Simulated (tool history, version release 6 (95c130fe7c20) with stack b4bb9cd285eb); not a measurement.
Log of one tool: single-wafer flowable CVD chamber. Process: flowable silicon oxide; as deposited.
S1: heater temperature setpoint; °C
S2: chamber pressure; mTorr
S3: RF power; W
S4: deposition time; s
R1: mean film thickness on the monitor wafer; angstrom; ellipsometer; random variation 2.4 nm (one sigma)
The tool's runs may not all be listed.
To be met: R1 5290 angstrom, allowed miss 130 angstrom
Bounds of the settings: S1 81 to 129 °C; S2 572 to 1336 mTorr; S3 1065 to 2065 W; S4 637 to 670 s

| run | hour | S1 | S2 | S3 | S4 | R1 |
|---|---|---|---|---|---|---|
| 1 | 0 | 105 | 954 | 1565 | 670 | 3726.6 |
| 2 | 1.5 | 105 | 954 | 1700 | 670 | 3810.5 |
| 3 | 4.6 | 105 | 859 | 1700 | 670 | 3452 |
| 4 | 12.4 | 105 | 969 | 1700 | 670 | 3845.2 |
| 5 | 16.7 | 105 | 969 | 1700 | 670 | 3887 |
| 6 | 17.9 | 105 | 892 | 1700 | 670 | 3529.9 |
| 7 | 21.8 | 103 | 893 | 1700 | 670 | 3843.7 |
| 8 | 29.1 | 103 | 893 | 1700 | 670 | 3835.1 |
| 9 | 31.6 | 102 | 893 | 1700 | 670 | 3966.7 |
| 10 | 35.3 | 92 | 896 | 1700 | 670 | 5730.1 |
| 11 | 41.7 | 93 | 896 | 1700 | 670 | 5511.8 |

4 next moves are on the table. One of them brings every result within its allowed miss. Which?
| A | 48.1 | 94 | 826 | 1805 | 662 | ? |
| B | 48.1 | 88 | 675 | 1650 | 670 | ? |
| C | 48.1 | 96 | 906 | 1740 | 662 | ? |
| D | 48.1 | 90 | 822 | 1375 | 670 | ? |

| move | R1 |
|---|---|
| A | 4914.4 |
| B | 4879.4 |
| C | 4955.2 |
| D | 5238.9 |
A: takes the result that was furthest off past its target
B: takes the result that was furthest off past its target
C: takes the result that was furthest off past its target
D: meets every target
The right move is D.

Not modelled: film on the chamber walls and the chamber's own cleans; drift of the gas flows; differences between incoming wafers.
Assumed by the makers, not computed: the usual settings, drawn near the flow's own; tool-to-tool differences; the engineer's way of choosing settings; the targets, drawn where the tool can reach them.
